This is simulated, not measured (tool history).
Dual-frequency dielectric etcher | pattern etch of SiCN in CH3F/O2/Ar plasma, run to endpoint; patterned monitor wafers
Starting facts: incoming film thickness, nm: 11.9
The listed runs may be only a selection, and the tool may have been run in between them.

run,hour,source power (W),bias power (W),endpoint time (s)
1,0,410,68,32.936
2,5.5,410,56,35.309
3,8.9,450,62,32.324
4,15.6,480,64,31.361
5,23.9,540,64,29.266
6,26,570,64,28.672
7,32.5,570,67,28.219

The next listed run, before its measurement:
8,35.1,570,69,?

endpoint time (s): 28.16
